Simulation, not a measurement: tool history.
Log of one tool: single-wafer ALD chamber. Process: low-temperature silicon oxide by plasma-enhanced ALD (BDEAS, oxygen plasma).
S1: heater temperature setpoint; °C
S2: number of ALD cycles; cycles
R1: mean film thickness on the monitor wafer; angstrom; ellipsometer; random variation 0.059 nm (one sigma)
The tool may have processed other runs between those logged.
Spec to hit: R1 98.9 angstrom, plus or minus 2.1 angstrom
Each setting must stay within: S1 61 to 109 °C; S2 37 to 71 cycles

run,hour,S1,S2,R1
1,0,85,54,86.219
2,5.1,81,56,91.543
3,7.1,81,53,85.764
4,14.6,76,53,88.479
5,19.3,86,53,85.814
6,26.3,86,49,78.532
7,34.3,81,52,85.167
8,40.7,77,54,88.582
9,46.6,75,56,93.105
10,50.7,73,57,94.354
11,52.1,72,58,95.69

Below are 4 possible settings for the next run. Only one of them brings all results inside the allowed miss of their targets. Which is it?
A,53.5,71,56,?
B,53.5,66,55,?
C,53.5,66,58,?
D,53.5,71,63,?

move,R1
A,94.062
B,93.718
C,98.83
D,105.82
A: the biggest miss grows against the last run
B: the biggest miss grows against the last run
C: hits every target within its allowed miss
D: carries the result that was furthest off beyond its target, to the other side
C meets every target.

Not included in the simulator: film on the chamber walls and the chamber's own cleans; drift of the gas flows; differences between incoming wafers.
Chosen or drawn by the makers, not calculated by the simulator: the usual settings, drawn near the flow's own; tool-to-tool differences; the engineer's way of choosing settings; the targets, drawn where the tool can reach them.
